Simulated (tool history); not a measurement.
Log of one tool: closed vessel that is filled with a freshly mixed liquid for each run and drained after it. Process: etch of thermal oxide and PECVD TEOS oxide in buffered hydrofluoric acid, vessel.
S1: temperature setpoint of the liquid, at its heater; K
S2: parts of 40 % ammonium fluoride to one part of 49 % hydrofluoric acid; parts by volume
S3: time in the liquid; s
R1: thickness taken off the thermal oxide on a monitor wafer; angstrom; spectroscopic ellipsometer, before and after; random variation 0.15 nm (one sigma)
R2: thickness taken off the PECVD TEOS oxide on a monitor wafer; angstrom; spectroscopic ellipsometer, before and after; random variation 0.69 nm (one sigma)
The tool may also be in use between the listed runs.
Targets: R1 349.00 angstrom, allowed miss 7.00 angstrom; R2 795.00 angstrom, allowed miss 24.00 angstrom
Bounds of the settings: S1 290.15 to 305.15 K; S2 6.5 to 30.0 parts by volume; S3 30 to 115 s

| run | hour | S1 | S2 | S3 | R1 | R2 |
|---|---|---|---|---|---|---|
| 1 | 0.0 | 298.15 | 18.5 | 60 | 414.25 | 934.75 |
| 2 | 5.0 | 299.65 | 18.5 | 60 | 443.44 | 1031.00 |
| 3 | 5.6 | 299.15 | 18.5 | 60 | 433.82 | 986.04 |
| 4 | 10.8 | 299.15 | 21.0 | 60 | 385.55 | 891.69 |
| 5 | 17.5 | 298.65 | 21.0 | 60 | 377.18 | 867.56 |
| 6 | 22.2 | 302.15 | 21.0 | 60 | 454.30 | 1040.20 |
| 7 | 25.5 | 301.15 | 21.0 | 60 | 434.95 | 976.29 |
| 8 | 27.5 | 297.65 | 22.5 | 60 | 341.03 | 779.54 |

4 next moves are on the table. One of them brings every result within its allowed miss. Which?
| A | 29.5 | 296.65 | 22.0 | 60 | ? | ? |
| B | 29.5 | 301.15 | 25.5 | 55 | ? | ? |
| C | 29.5 | 295.15 | 24.0 | 70 | ? | ? |
| D | 29.5 | 305.15 | 28.0 | 45 | ? | ? |

| move | R1 | R2 |
|---|---|---|
| A | 327.23 | 744.55 |
| B | 346.01 | 787.28 |
| C | 330.95 | 753.02 |
| D | 328.46 | 747.34 |
A: further off than the last run
B: meets every target
C: further off than the last run
D: further off than the last run
Move B is the one to make.
